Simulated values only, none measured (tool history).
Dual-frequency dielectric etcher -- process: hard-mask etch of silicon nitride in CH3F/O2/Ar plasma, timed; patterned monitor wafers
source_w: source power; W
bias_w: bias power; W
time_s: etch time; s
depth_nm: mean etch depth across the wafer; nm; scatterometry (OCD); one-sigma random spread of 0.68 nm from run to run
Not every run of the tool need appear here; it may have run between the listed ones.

{"run": 1, "hour": 0.0, "source_w": 330, "bias_w": 79, "time_s": 182.5, "depth_nm": 128.66}
{"run": 2, "hour": 5.5, "source_w": 290, "bias_w": 79, "time_s": 182.5, "depth_nm": 123.31}
{"run": 3, "hour": 11.9, "source_w": 290, "bias_w": 79, "time_s": 190, "depth_nm": 127.88}
{"run": 4, "hour": 18.2, "source_w": 250, "bias_w": 79, "time_s": 190, "depth_nm": 121.28}
{"hour": 20.4, "done": "wet clean of the chamber"}
{"run": 5, "hour": 20.4, "source_w": 220, "bias_w": 79, "time_s": 190, "depth_nm": 112.54}
{"run": 6, "hour": 25.5, "source_w": 220, "bias_w": 79, "time_s": 190, "depth_nm": 111.81}
{"run": 7, "hour": 26.7, "source_w": 250, "bias_w": 81, "time_s": 190, "depth_nm": 118.9}
{"run": 8, "hour": 31.3, "source_w": 310, "bias_w": 91, "time_s": 190, "depth_nm": 135.28}

For run 9, what comes out?
{"run": 9, "hour": 32.9, "source_w": 320, "bias_w": 92, "time_s": 190, "depth_nm": "?"}

Run 9 yielded depth_nm 137.25 nm.

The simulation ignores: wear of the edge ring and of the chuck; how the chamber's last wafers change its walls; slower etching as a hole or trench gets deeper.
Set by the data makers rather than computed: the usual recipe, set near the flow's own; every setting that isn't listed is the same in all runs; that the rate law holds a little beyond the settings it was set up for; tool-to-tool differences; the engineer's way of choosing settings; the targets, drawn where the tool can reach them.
